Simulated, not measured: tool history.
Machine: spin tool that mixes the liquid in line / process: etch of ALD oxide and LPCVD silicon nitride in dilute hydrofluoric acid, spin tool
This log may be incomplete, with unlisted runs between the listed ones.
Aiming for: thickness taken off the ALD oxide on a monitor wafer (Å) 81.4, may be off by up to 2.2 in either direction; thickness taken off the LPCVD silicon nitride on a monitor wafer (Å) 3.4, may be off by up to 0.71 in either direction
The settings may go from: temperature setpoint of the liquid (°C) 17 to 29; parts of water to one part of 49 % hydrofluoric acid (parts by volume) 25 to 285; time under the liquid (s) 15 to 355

| run | hour | temperature setpoint of the liquid (°C) | parts of water to one part of 49 % hydrofluoric acid (parts by volume) | time under the liquid (s) | thickness taken off the ALD oxide on a monitor wafer (Å) | thickness taken off the LPCVD silicon nitride on a monitor wafer (Å) |
|---|---|---|---|---|---|---|
| 1 | 0 | 21 | 155 | 180 | 151.68 | 4.9652 |
| 2 | 6.4 | 21 | 155 | 130 | 109.59 | 3.771 |
| 3 | 14.6 | 21 | 165 | 130 | 101.52 | 3.3058 |
| 4 | 19.5 | 21 | 170 | 130 | 99.089 | 3.0543 |
| 5 | 25 | 21 | 125 | 130 | 139.51 | 4.5607 |
| 6 | 31.2 | 24 | 125 | 130 | 158.81 | 5.4479 |
| 7 | 33.2 | 23 | 140 | 130 | 134 | 4.4031 |
| 8 | 40.4 | 22 | 150 | 130 | 119.38 | 4.2281 |
| 9 | 45.6 | 21.5 | 160 | 130 | 108.19 | 3.5401 |
| 10 | 46.6 | 21.5 | 160 | 130 | 108.74 | 3.7744 |
| 11 | 54.8 | 21 | 165 | 130 | 101.48 | 3.5296 |
| 12 | 56.1 | 20.5 | 170 | 130 | 97.271 | 3.5294 |
| 13 | 63.3 | 20.5 | 170 | 130 | 96.002 | 3.5332 |
| 14 | 65.6 | 19.5 | 170 | 130 | 93.139 | 3.0505 |
| 15 | 66.3 | 19.5 | 175 | 130 | 89.705 | 3.2121 |
| 16 | 72.9 | 19.5 | 175 | 130 | 89.935 | 2.826 |
| 17 | 79.5 | 20 | 180 | 130 | 88.262 | 3.1536 |
| 18 | 81.5 | 19.5 | 185 | 130 | 84.014 | 2.6381 |
| 19 | 85.3 | 20 | 185 | 130 | 85.105 | 3.0644 |

Which single option among these 4 for the next run brings every result within its allowed miss of target? Just one does.
| A | 89.1 | 23.5 | 275 | 175 | ? | ? |
| B | 89.1 | 17 | 170 | 140 | ? | ? |
| C | 89.1 | 20 | 205 | 150 | ? | ? |
| D | 89.1 | 17.5 | 200 | 175 | ? | ? |

| move | thickness taken off the ALD oxide on a monitor wafer (Å) | thickness taken off the LPCVD silicon nitride on a monitor wafer (Å) |
|---|---|---|
| A | 80.714 | 3.4915 |
| B | 90.287 | 2.9214 |
| C | 87.332 | 3.1922 |
| D | 95.163 | 3.2313 |
A: every result within its allowed miss
B: its largest miss is bigger than the last run's
C: its largest miss is bigger than the last run's
D: its largest miss is bigger than the last run's
A is the move that brings every result within its allowed miss.
